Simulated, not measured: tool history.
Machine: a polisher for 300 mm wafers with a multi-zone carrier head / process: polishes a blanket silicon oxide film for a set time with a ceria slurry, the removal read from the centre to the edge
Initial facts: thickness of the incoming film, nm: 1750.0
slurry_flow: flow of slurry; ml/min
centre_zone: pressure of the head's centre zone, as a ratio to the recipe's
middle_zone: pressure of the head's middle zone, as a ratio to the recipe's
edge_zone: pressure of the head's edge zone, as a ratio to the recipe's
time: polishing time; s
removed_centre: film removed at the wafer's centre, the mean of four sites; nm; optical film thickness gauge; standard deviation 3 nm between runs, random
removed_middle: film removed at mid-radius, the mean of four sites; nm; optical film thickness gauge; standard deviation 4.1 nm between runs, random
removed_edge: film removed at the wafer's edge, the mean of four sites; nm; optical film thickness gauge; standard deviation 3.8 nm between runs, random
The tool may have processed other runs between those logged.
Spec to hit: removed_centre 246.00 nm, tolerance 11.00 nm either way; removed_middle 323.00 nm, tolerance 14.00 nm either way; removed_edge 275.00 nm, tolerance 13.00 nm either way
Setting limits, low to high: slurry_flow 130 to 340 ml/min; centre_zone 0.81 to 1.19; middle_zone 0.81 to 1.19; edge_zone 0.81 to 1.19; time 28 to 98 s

| run | day | slurry_flow | centre_zone | middle_zone | edge_zone | time | removed_centre | removed_middle | removed_edge |
|---|---|---|---|---|---|---|---|---|---|
| 1 | 0.000 | 220 | 1.00 | 1.00 | 1.00 | 63 | 214.54 | 227.45 | 218.11 |
| 2 | 0.346 | 220 | 1.00 | 0.91 | 1.00 | 63 | 217.69 | 208.38 | 222.08 |
| 3 | 0.629 | 225 | 0.99 | 0.96 | 1.02 | 66 | 222.68 | 226.88 | 236.27 |
| 4 | 0.954 | 250 | 0.99 | 0.96 | 1.02 | 66 | 234.52 | 233.17 | 240.94 |
| 5 | 1.254 | 250 | 0.99 | 0.90 | 1.02 | 66 | 227.18 | 223.27 | 239.88 |
| 6 | 1.392 | 275 | 0.99 | 0.90 | 1.02 | 66 | 234.62 | 225.48 | 238.12 |
| 7 | 1.554 | 255 | 0.90 | 1.00 | 1.03 | 77 | 243.21 | 284.19 | 278.55 |
| 8 | 1.608 | 260 | 0.90 | 1.03 | 1.02 | 77 | 242.44 | 289.81 | 277.69 |
| 9 | 1.842 | 265 | 0.90 | 1.06 | 1.01 | 77 | 246.31 | 293.86 | 276.56 |
| 10 | 2.133 | 265 | 0.90 | 1.09 | 1.00 | 77 | 244.53 | 294.40 | 272.75 |

Of the 4 settings listed for the next run, only one would bring every result within its allowed miss of target. Which one?
| A | 2.425 | 220 | 0.90 | 1.00 | 0.95 | 80 | ? | ? | ? |
| B | 2.425 | 270 | 0.95 | 1.06 | 0.98 | 84 | ? | ? | ? |
| C | 2.425 | 285 | 0.97 | 1.13 | 0.94 | 78 | ? | ? | ? |
| D | 2.425 | 250 | 0.92 | 1.19 | 1.05 | 76 | ? | ? | ? |

| move | removed_centre | removed_middle | removed_edge |
|---|---|---|---|
| A | 247.70 | 282.88 | 269.65 |
| B | 282.94 | 320.33 | 292.87 |
| C | 270.22 | 316.06 | 267.62 |
| D | 245.56 | 317.18 | 271.60 |
A: its largest miss is bigger than the last run's
B: meets the target for the result that was furthest off, but another lies outside its allowed miss
C: meets the target for the result that was furthest off, but another lies outside its allowed miss
D: all results in spec
Correct choice: D, which meets every target
